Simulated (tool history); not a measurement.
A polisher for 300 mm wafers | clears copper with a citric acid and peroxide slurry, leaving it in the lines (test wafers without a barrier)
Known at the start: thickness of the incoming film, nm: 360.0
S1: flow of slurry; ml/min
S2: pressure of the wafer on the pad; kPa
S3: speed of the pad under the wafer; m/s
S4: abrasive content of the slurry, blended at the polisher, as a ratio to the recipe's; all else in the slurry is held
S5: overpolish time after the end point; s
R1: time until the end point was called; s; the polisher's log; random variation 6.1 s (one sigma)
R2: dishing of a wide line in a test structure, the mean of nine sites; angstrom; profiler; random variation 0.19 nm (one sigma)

run 1 hour=0.0 | S1=275 S2=22.1 S3=1.02 S4=1.00 S5=10 | R1=129.50 R2=133.11
run 2 hour=2.0 | S1=275 S2=20.0 S3=0.96 S4=1.00 S5=11 | R1=152.93 R2=133.61
run 3 hour=8.0 | S1=275 S2=20.0 S3=0.96 S4=1.00 S5=15 | R1=153.07 R2=160.21
run 4 hour=12.5 | S1=275 S2=20.0 S3=0.96 S4=0.85 S5=15 | R1=161.82 R2=157.08
run 5 hour=20.7 | S1=275 S2=18.6 S3=0.92 S4=0.85 S5=14 | R1=166.21 R2=136.30
run 6 hour=23.8 | S1=275 S2=15.2 S3=0.92 S4=0.85 S5=14 | R1=214.09 R2=117.20
run 7 hour=30.6 | S1=275 S2=14.5 S3=0.90 S4=0.85 S5=14 | R1=220.07 R2=116.71

Run 8 comes next. What will it give?
run 8 hour=37.6 | S1=275 S2=14.5 S3=0.90 S4=0.85 S5=14 | R1=? R2=?

{"run 8": {"R1": 219.72, "R2": 114.29}}

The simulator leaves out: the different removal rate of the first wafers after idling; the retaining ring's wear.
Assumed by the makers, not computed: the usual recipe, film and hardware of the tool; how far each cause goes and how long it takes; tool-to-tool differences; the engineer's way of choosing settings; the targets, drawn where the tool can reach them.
